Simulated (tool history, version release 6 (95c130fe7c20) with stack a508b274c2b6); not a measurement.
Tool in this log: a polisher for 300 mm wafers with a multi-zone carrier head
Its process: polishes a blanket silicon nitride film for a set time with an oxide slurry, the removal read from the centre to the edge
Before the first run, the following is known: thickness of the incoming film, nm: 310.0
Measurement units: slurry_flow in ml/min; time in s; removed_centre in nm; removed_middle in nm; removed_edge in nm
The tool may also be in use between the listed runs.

run,hour,slurry_flow,centre_zone,middle_zone,edge_zone,slurry_solids,time,removed_centre,removed_middle,removed_edge
1,0,200,1,1,1,1,75,74.159,70.675,73.694
2,4.8,195,1.01,0.97,1,0.95,75,71.322,67.91,71.265
3,5.9,205,1.04,0.94,1.03,0.9,74,70.239,63.201,69.323
4,7.7,205,1.04,0.94,0.96,0.9,74,70.806,63.782,67.139
5,15.3,205,1.04,1.01,0.96,0.9,74,71.333,67.093,67.35
6,23.1,205,1.04,1.01,0.96,0.75,74,65.206,59.826,60.161
7,28.4,200,1.06,0.97,0.98,0.75,74,66.299,59.23,60.636
8,29.3,170,1.16,0.87,1.08,0.55,73,56.079,42.365,49.799
9,34,185,1.16,0.87,1.1,0.6,73,61.094,45.057,53.828
10,35.8,200,1.15,0.87,1.11,0.6,73,60.128,45.885,54.127
11,36.6,210,1.15,0.86,1.12,0.6,73,60.717,45.2,54.141
12,45.1,210,1.14,0.86,1.19,0.85,74,74.829,56.768,70.381

Estimate the outcome of run 13 from the log above:
13,50.8,200,1.14,0.85,1.17,0.85,74,?,?,?

Run 13 produced removed_centre 74.118 nm, removed_middle 57.059 nm, removed_edge 70.445 nm.
